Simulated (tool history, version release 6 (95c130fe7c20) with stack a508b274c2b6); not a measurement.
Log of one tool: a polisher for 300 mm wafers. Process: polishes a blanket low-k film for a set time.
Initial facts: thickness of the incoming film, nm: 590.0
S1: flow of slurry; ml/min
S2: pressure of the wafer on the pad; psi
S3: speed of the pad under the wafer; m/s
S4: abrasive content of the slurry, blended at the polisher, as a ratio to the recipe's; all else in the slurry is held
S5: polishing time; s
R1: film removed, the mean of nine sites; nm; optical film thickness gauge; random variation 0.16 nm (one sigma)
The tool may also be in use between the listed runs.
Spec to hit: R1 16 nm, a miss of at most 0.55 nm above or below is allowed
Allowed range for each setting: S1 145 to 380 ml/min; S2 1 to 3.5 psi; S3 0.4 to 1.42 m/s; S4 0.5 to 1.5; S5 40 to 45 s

run	hour	S1	S2	S3	S4	S5	R1
1	0	245	2.2	0.9	1	45	18.615
2	3.6	245	2.1	0.9	1	45	17.733
3	4.3	245	2.1	0.9	1.15	45	18.929
4	7.3	245	2	0.9	1.15	45	18.286
5	9.1	245	2	1	1.15	45	19.764
6	14.9	245	1.9	1	1.15	45	18.742
7	18.6	245	1.8	1	1.15	45	18.38
8	23	245	1.7	1	1.15	45	17.678
9	25	240	1.4	1	1.15	45	15.034

Which of these 4 next moves meets every target?
A	27	235	1.6	0.92	1.3	44	?
B	27	245	1.3	1	1.15	43	?
C	27	225	1.4	1.1	1.1	43	?
D	27	190	1.7	0.86	1.35	41	?

move	R1
A	16.006
B	13.698
C	15.059
D	14.6
A: every result lands within tolerance
B: the biggest miss grows against the last run
C: about the same distance from the targets as the last run
D: the biggest miss grows against the last run
Correct choice: A, which meets every target
